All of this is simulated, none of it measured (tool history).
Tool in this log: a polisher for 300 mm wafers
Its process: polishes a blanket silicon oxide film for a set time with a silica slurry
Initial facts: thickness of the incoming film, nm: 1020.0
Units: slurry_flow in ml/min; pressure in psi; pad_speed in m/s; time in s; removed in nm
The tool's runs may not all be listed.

run 1 hour=0 | slurry_flow=275 pressure=4.7 pad_speed=1.2 slurry_solids=1 time=129 | removed=470.05
run 2 hour=6 | slurry_flow=270 pressure=4.4 pad_speed=1.2 slurry_solids=1 time=129 | removed=435.8
run 3 hour=6.7 | slurry_flow=265 pressure=4.2 pad_speed=1.2 slurry_solids=1 time=129 | removed=418
run 4 hour=11.1 | slurry_flow=265 pressure=4.2 pad_speed=1.46 slurry_solids=1 time=129 | removed=486
run 5 hour=12.6 | slurry_flow=265 pressure=5.1 pad_speed=1.46 slurry_solids=1 time=129 | removed=586.59
run 6 hour=13.4 | slurry_flow=260 pressure=4.5 pad_speed=1.46 slurry_solids=1 time=129 | removed=523.46
run 7 hour=16.9 | slurry_flow=260 pressure=4 pad_speed=1.46 slurry_solids=1 time=129 | removed=460.73
run 8 hour=23.6 | slurry_flow=255 pressure=3.7 pad_speed=1.46 slurry_solids=1 time=129 | removed=432.61
run 9 hour=27.3 | slurry_flow=250 pressure=3.5 pad_speed=1.46 slurry_solids=1 time=129 | removed=404.71
run 10 hour=31.9 | slurry_flow=240 pressure=3.4 pad_speed=1.46 slurry_solids=1 time=129 | removed=395.71
run 11 hour=36.9 | slurry_flow=240 pressure=3.4 pad_speed=1.46 slurry_solids=1 time=129 | removed=394.8
run 12 hour=41.8 | slurry_flow=230 pressure=3.3 pad_speed=1.46 slurry_solids=1 time=129 | removed=379.9
run 13 hour=42.6 | slurry_flow=220 pressure=3.3 pad_speed=1.46 slurry_solids=1 time=129 | removed=377.89
run 14 hour=43.6 | slurry_flow=210 pressure=3.3 pad_speed=1.46 slurry_solids=1 time=129 | removed=376.56

Expected results for the next run?
run 15 hour=46.1 | slurry_flow=205 pressure=3.3 pad_speed=1.46 slurry_solids=1 time=129 | removed=?

Run 15 produced removed 372.03 nm.
